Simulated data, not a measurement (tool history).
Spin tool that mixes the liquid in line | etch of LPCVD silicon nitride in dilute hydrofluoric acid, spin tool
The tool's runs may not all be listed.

run,hour,temperature setpoint of the liquid (°C),parts of water to one part of 49 % hydrofluoric acid (parts by volume),time under the liquid (s),thickness taken off the LPCVD silicon nitride on a monitor wafer (nm)
1,0.0,24.0,60,265,2.2534
2,9.0,24.0,60,265,2.2808
3,15.8,21.5,60,265,1.8905
4,16.6,19.0,60,265,1.5753
5,18.8,20.5,60,265,1.7837
6,21.5,22.0,60,265,1.9011
7,30.4,23.0,60,265,2.1613
8,37.8,24.0,60,265,2.1976
9,39.1,25.0,60,265,2.4236

Run 10 comes next. What will it give?
10,44.3,25.5,60,265,?

thickness taken off the LPCVD silicon nitride on a monitor wafer (nm): 2.5107

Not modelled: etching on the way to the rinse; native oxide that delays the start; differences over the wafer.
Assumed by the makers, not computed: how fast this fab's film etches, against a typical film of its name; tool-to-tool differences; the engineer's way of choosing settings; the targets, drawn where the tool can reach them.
